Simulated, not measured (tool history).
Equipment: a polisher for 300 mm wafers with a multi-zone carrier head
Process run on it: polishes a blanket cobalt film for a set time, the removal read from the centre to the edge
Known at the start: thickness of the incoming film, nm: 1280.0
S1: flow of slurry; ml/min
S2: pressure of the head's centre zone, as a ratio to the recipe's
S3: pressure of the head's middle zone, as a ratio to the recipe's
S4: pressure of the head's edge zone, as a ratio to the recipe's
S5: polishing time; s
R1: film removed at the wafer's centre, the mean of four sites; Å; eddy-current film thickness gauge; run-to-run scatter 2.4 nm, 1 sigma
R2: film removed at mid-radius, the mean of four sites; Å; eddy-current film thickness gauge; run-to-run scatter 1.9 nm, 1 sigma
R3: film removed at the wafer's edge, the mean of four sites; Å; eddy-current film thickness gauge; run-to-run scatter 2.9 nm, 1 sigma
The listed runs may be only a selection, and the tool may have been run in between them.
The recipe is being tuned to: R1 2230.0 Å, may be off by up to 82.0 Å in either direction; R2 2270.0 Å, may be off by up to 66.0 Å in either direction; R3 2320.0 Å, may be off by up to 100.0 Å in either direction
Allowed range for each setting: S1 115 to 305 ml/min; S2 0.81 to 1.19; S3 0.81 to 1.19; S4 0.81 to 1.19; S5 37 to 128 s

run  hour   S1    S2    S3    S4  S5      R1      R2      R3
  1   0.0  195  1.00  1.00  1.00  82  3572.4  3812.5  3839.9
  2   8.1  160  1.00  1.00  1.00  82  3441.3  3660.6  3689.5
  3  10.5  150  0.99  0.97  0.96  72  2932.2  3053.2  3143.9
  4  13.9  150  1.04  0.97  0.96  72  3112.2  3023.9  3122.2
  5  14.7  185  1.04  0.97  0.96  72  3285.8  3195.4  3220.6
  6  17.9  175  1.01  0.95  0.92  66  2944.1  2869.0  2920.9
  7  19.1  165  0.99  0.94  0.90  62  2666.4  2636.0  2656.4
  8  27.4  155  0.96  0.92  0.88  61  2437.5  2508.4  2563.4
  9  35.5  145  0.96  0.91  0.86  60  2404.9  2413.7  2508.3
 10  42.6  140  0.95  0.91  0.85  59  2269.6  2380.0  2377.9

Next run, 5 choices. One meets every target within its allowed miss, the rest don't. Which?
  A  49.7  125  1.02  1.02  0.81  57   ?   ?   ?
  B  49.7  140  0.92  1.01  0.83  59   ?   ?   ?
  C  49.7  125  0.92  0.90  0.84  64   ?   ?   ?
  D  49.7  140  0.99  0.93  1.02  57   ?   ?   ?
  E  49.7  125  0.96  0.92  0.85  58   ?   ?   ?

move      R1      R2      R3
   A  2284.0  2434.7  2265.8
   B  2203.2  2575.4  2419.2
   C  2309.3  2462.5  2586.9
   D  2290.6  2320.0  2561.8
   E  2184.8  2272.3  2355.5
A: moves away from the targets compared with the last run
B: moves away from the targets compared with the last run
C: moves away from the targets compared with the last run
D: meets the target for the result that was furthest off, but another lies outside its allowed miss
E: hits every target within its allowed miss
The right move is E.
